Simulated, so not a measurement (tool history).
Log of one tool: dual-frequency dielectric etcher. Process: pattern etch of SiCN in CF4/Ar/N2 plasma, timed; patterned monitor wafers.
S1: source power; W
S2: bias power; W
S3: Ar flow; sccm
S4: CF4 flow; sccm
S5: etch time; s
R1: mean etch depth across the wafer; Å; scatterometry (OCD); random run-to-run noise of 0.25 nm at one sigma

run	hour	S1	S2	S3	S4	S5	R1
1	0	520	57	71	47	102.5	1007.1
2	2	570	57	71	47	102.5	1073.7
3	2.9	570	63	71	47	102.5	1116.3
4	9.5	570	63	71	47	102.5	1114.5
5	16.2	490	63	71	47	102.5	995.37
6	21.6	500	63	71	47	102.5	1012
7	27.5	510	63	71	47	102.5	1027.2

For run 8, what comes out?
8	33.8	510	63	71	47	102.5	?

Run 8 yielded R1 1026.3 Å.
